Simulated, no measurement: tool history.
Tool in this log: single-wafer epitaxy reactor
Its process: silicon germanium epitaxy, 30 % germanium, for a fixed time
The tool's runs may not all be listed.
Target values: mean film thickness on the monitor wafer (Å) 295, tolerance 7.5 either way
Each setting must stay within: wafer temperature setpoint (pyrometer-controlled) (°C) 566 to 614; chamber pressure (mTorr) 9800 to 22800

run  hour  wafer temperature setpoint (pyrometer-controlled) (°C)  chamber pressure (mTorr)  mean film thickness on the monitor wafer (Å)
  1     0                                                     590                     16300                                         474.2
  2   8.3                                                     586                     16100                                           434
  3   9.6                                                     583                     16000                                        402.25
  4  13.3                                                     581                     16000                                        386.92
  5  14.3                                                     581                     17000                                        399.11
  6  19.8                                                     576                     17000                                        358.24
  7  23.6                                                     576                     17000                                        358.46
  8  27.7                                                     575                     17000                                        350.86
  9  32.6                                                     574                     17000                                        343.74
 10  38.8                                                     573                     17000                                        336.11
 11  43.5                                                     572                     17000                                        326.94
 12  47.8                                                     566                     16800                                        284.57

Of the 5 settings listed for the next run, only one would bring every result within its allowed miss of target. Which one?
  A  52.1                                                     569                     16200                                             ?
  B  52.1                                                     568                     14200                                             ?
  C  52.1                                                     567                     14600                                             ?
  D  52.1                                                     566                     16300                                             ?
  E  52.1                                                     566                     15400                                             ?

move  mean film thickness on the monitor wafer (Å)
   A                                        298.14
   B                                        269.97
   C                                        268.33
   D                                        279.53
   E                                        270.62
A: each result inside its tolerance
B: its largest miss is bigger than the last run's
C: its largest miss is bigger than the last run's
D: its largest miss is bigger than the last run's
E: its largest miss is bigger than the last run's
So the answer is move A, the one that meets all the targets.
